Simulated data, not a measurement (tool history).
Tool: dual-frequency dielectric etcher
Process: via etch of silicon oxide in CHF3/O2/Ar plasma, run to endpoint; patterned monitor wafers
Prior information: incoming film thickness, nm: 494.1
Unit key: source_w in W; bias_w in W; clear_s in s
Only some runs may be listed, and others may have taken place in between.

run,hour,source_w,bias_w,clear_s
1,0,910,153,213.89
2,3.3,840,148,223.12
3,11.7,840,158,216.9
4,16.4,840,168,212.16
5,24,710,168,226.85
6,31.9,710,188,221.07
7,33.6,660,184,229.27

For run 8, what comes out?
8,37.1,630,182,?

{"run 8": {"clear_s": 234.81}}

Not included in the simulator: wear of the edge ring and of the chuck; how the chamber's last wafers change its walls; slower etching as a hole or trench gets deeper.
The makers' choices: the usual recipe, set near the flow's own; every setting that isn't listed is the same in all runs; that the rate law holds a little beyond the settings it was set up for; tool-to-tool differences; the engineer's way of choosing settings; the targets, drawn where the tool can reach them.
